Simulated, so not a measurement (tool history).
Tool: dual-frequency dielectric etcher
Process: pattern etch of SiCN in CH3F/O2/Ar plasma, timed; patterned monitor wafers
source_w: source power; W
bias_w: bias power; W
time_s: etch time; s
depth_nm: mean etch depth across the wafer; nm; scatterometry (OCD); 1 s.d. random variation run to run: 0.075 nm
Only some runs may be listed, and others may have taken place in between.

Run 1, hour 0: source_w 510 W, bias_w 66 W, time_s 26 s. Result: depth_nm 10.173 nm.
Run 2, hour 6.1: source_w 440 W, bias_w 66 W, time_s 26 s. Result: depth_nm 9.6486 nm.
Run 3, hour 7.1: source_w 440 W, bias_w 74 W, time_s 26 s. Result: depth_nm 10.061 nm.
Run 4, hour 14.1: source_w 480 W, bias_w 75 W, time_s 26 s. Result: depth_nm 10.514 nm.
Run 5, hour 18.6: source_w 510 W, bias_w 76 W, time_s 26 s. Result: depth_nm 10.742 nm.
Run 6, hour 21.9: source_w 510 W, bias_w 65 W, time_s 26 s. Result: depth_nm 10.182 nm.
Run 7, hour 22.8: source_w 540 W, bias_w 66 W, time_s 26 s. Result: depth_nm 10.423 nm.

For run 8, what comes out?
Run 8, hour 25.2: source_w 570 W, bias_w 67 W, time_s 26 s. Result: depth_nm ?.

Run 8 yielded depth_nm 10.777 nm.

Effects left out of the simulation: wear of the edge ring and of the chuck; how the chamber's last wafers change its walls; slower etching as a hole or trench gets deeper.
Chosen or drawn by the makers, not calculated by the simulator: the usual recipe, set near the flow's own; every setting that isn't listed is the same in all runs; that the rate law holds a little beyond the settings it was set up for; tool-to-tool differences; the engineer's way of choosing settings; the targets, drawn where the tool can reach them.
